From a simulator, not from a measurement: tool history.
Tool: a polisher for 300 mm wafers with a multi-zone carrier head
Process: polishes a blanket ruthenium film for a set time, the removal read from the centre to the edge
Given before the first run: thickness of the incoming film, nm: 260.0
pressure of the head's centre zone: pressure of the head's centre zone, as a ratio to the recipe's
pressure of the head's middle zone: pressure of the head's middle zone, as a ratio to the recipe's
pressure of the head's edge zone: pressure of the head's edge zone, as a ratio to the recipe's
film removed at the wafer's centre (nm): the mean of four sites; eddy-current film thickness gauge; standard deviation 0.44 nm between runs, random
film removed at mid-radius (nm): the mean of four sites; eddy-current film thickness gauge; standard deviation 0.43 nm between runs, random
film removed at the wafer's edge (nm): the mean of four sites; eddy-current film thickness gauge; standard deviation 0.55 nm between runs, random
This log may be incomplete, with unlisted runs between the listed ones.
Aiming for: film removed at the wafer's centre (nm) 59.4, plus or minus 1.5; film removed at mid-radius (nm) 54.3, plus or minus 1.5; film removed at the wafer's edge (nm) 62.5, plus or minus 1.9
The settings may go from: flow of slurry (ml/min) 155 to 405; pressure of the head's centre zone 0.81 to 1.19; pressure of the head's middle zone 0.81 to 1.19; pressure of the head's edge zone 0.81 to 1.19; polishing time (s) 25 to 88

run	hour	flow of slurry (ml/min)	pressure of the head's centre zone	pressure of the head's middle zone	pressure of the head's edge zone	polishing time (s)	film removed at the wafer's centre (nm)	film removed at mid-radius (nm)	film removed at the wafer's edge (nm)
1	0	260	1	1	1	56	48.027	46.354	47.296
2	0.6	265	1	0.99	1.03	58	49.479	47.359	50.32
3	7.5	275	1.01	1	1.06	59	50.802	48.648	51.294
4	14.4	275	1.01	0.99	1.08	61	52.215	50.211	53.982
5	15.4	275	0.95	0.99	1.08	61	49.544	50.336	53.598
6	19.5	275	0.95	0.91	1.08	61	48.711	47.094	54.128
7	20.1	280	0.97	0.92	1.09	62	50.885	48.014	54.172
8	21.5	280	0.97	0.92	1.09	62	52.03	47.988	54.695
9	27.7	280	0.97	0.92	1.09	62	51.829	47.834	54.066
10	36.5	275	0.98	0.93	1.1	63	53.179	48.863	56.648
11	37.2	275	0.99	0.94	1.11	64	54.561	50.531	56.731
12	46.1	275	0.99	0.94	1.12	65	55.409	51.821	58.496
13	48.3	275	0.99	0.94	1.12	65	55.568	51.457	58.532

Which one of the following 4 next-run settings gets every result inside its allowed miss? There is exactly one.
A	50.5	270	1.04	0.91	1.11	66	?	?	?
B	50.5	320	1.13	0.98	1.12	66	?	?	?
C	50.5	310	0.97	0.89	1.07	71	?	?	?
D	50.5	320	1.02	0.96	1.1	61	?	?	?

move	film removed at the wafer's centre (nm)	film removed at mid-radius (nm)	film removed at the wafer's edge (nm)
A	58.542	50.784	58.759
B	64.63	54.298	59.586
C	59.422	54.388	62.59
D	53.873	49.462	54.583
A: the worst result of the last run now meets its target, but another is out of spec
B: pushes the last run's worst result past its target
C: every result lands within tolerance
D: further off than the last run
Move C is the one to make.

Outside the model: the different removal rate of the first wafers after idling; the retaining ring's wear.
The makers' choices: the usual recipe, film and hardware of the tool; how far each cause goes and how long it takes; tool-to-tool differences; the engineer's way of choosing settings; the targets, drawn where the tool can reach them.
